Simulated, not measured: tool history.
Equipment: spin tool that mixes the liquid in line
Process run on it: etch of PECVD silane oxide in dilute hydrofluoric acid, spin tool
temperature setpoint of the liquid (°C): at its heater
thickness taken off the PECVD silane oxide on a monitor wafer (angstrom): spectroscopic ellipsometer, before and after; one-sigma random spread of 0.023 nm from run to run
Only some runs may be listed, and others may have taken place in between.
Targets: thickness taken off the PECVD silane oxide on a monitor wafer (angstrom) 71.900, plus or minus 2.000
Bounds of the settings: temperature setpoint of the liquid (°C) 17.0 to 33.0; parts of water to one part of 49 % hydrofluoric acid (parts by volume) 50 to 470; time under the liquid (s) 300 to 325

run  hour  temperature setpoint of the liquid (°C)  parts of water to one part of 49 % hydrofluoric acid (parts by volume)  time under the liquid (s)  thickness taken off the PECVD silane oxide on a monitor wafer (angstrom)
  1   0.0                                     25.0                                                                     260                        300                                                                   140.240
  2   3.0                                     25.0                                                                     260                        325                                                                   151.930
  3   9.6                                     23.5                                                                     285                        325                                                                   127.720
  4  16.5                                     23.5                                                                     210                        325                                                                   187.040
  5  18.3                                     22.0                                                                     245                        325                                                                   146.450
  6  18.9                                     21.0                                                                     270                        325                                                                   125.320
  7  22.9                                     20.0                                                                     290                        325                                                                   110.390
  8  23.7                                     19.5                                                                     305                        325                                                                   101.460
  9  24.9                                     19.0                                                                     320                        325                                                                    93.973

4 candidate next runs follow, results not yet known. Just one meets every target within its allowed miss. Identify it.
  A  26.1                                     18.0                                                                     435                        325                                                                         ?
  B  26.1                                     18.0                                                                     375                        315                                                                         ?
  C  26.1                                     21.5                                                                     415                        300                                                                         ?
  D  26.1                                     18.5                                                                     400                        320                                                                         ?

move  thickness taken off the PECVD silane oxide on a monitor wafer (angstrom)
   A                                                                    60.868
   B                                                                    71.756
   C                                                                    67.508
   D                                                                    68.187
A: the result that was furthest off in the last run now lies on the other side of its target
B: meets every target
C: the result that was furthest off in the last run now lies on the other side of its target
D: the result that was furthest off in the last run now lies on the other side of its target
B meets every target.

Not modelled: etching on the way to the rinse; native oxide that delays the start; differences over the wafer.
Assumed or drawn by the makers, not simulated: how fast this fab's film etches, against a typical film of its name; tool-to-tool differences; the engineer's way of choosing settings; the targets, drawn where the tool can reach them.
